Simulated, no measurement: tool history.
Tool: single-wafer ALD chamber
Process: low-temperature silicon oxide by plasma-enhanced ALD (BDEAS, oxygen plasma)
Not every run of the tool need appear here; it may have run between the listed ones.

| run | hour | heater temperature setpoint (°C) | number of ALD cycles (cycles) | mean film thickness on the monitor wafer (Å) |
|---|---|---|---|---|
| 1 | 0 | 105 | 55 | 79.771 |
| 2 | 2.2 | 113 | 55 | 78.59 |
| 3 | 8.5 | 112 | 57 | 81.783 |
| 4 | 13.9 | 112 | 64 | 92.368 |
| 5 | 19 | 112 | 69 | 99.574 |
|  | 23.7 | thermocouple changed; heater temperature recalibrated |
| 6 | 23.7 | 107 | 69 | 98.529 |
| 7 | 28.4 | 107 | 67 | 95.892 |
| 8 | 32.1 | 107 | 65 | 93.078 |

For run 9, what comes out?
| 9 | 34.9 | 107 | 64 | ? |

Run 9 produced mean film thickness on the monitor wafer (Å) 91.876.
